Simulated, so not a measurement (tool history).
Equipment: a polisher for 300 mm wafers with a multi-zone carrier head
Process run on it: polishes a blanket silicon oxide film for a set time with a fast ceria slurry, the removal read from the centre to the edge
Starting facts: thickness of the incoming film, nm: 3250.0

run,hour,flow of slurry (ml/min),pressure of the head's centre zone,pressure of the head's middle zone,pressure of the head's edge zone,polishing time (s),film removed at the wafer's centre (angstrom),film removed at mid-radius (angstrom),film removed at the wafer's edge (angstrom)
1,0,155,1,1,1,62,11095,10998,11077
2,6.4,155,1,0.92,1,62,10750,10271,10663
3,9.6,170,1,0.92,1,62,10954,10476,10911
4,10.7,170,0.95,0.92,1,62,10687,10716,11042
5,17.4,170,0.95,0.92,1.08,62,10475,10532,11641
6,26.2,175,0.95,0.95,1.06,63,10962,10975,11731
7,29.5,210,0.93,1.05,1.06,75,12977,14791,14341
8,37.3,210,0.94,1.06,1.05,75,13235,14885,13951
9,39.8,210,0.94,1.07,1.05,75,12925,15345,13831

Run 10 is up next; what results do you expect?
10,40.4,210,0.95,1.07,1.05,75,?,?,?

Run 10 yielded film removed at the wafer's centre (angstrom) 13325, film removed at mid-radius (angstrom) 14671, film removed at the wafer's edge (angstrom) 13710.
